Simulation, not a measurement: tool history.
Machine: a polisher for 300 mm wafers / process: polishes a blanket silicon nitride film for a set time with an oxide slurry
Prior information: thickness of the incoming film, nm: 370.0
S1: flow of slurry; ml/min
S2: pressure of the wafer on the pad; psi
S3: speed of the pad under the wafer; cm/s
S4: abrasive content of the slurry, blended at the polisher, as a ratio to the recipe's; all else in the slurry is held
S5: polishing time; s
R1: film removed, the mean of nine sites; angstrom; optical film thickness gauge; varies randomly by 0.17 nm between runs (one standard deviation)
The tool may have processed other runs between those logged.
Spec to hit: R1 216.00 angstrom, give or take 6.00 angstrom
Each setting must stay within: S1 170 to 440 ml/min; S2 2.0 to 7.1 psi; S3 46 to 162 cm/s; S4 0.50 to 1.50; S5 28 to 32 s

run	hour	S1	S2	S3	S4	S5	R1
1	0.0	280	4.5	104	1.00	32	264.72
2	0.9	280	4.2	104	1.00	32	246.94
3	9.3	280	4.0	104	1.00	32	238.11
4	16.8	280	4.4	104	1.00	32	262.45
5	24.2	315	4.4	104	1.00	32	263.74
6	25.5	310	4.2	104	1.00	32	252.17
# hour 29.6: slurry nozzle cleaned
7	29.6	305	4.0	104	1.00	32	256.65
8	30.6	275	3.9	104	1.00	32	243.93
9	38.4	275	3.7	104	1.00	32	238.22
10	39.4	270	3.5	104	1.00	32	220.60

Which of these 4 next moves meets every target?
A	40.4	245	3.7	112	0.85	32	?
B	40.4	245	3.6	110	1.00	31	?
C	40.4	300	3.7	114	1.05	28	?
D	40.4	270	3.1	114	1.10	32	?

move	R1
A	216.14
B	227.54
C	229.27
D	225.09
A: meets every target
B: the biggest miss grows against the last run
C: the biggest miss grows against the last run
D: the biggest miss grows against the last run
Move A is the one to make.
